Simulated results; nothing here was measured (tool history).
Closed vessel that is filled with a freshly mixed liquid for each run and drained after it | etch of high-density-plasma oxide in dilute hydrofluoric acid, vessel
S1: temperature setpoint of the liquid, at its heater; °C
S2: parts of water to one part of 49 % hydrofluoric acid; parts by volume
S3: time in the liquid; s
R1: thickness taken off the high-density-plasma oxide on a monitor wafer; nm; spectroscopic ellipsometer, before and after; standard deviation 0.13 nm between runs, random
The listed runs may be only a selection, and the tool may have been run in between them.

run,hour,S1,S2,S3,R1
1,0,24,110,430,23.404
2,3.9,24,110,465,25.167
3,7,25,110,465,26.154
4,13.5,24,120,465,22.623
5,21.8,24,120,430,21.196
6,28.1,26.5,120,430,23.256

For run 7, what comes out?
7,32.9,22.5,145,430,?

{"run 7": {"R1": 16.122}}
